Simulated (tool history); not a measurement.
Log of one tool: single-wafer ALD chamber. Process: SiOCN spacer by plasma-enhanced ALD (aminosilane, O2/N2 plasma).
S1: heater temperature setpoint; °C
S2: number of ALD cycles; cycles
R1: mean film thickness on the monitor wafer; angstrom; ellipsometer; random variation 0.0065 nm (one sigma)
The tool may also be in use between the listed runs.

Run 1, hour 0.0: S1 390 °C, S2 68 cycles. Result: R1 40.359 angstrom.
Run 2, hour 3.1: S1 390 °C, S2 66 cycles. Result: R1 39.310 angstrom.
Run 3, hour 8.4: S1 400 °C, S2 66 cycles. Result: R1 39.341 angstrom.
Run 4, hour 16.6: S1 400 °C, S2 64 cycles. Result: R1 37.986 angstrom.
Run 5, hour 23.9: S1 408 °C, S2 64 cycles. Result: R1 37.276 angstrom.
Run 6, hour 27.5: S1 408 °C, S2 62 cycles. Result: R1 36.205 angstrom.
Run 7, hour 28.2: S1 408 °C, S2 61 cycles. Result: R1 35.619 angstrom.

Forecast run 8:
Run 8, hour 33.0: S1 408 °C, S2 50 cycles. Result: R1 ?.

Run 8 gave R1 29.261 angstrom.
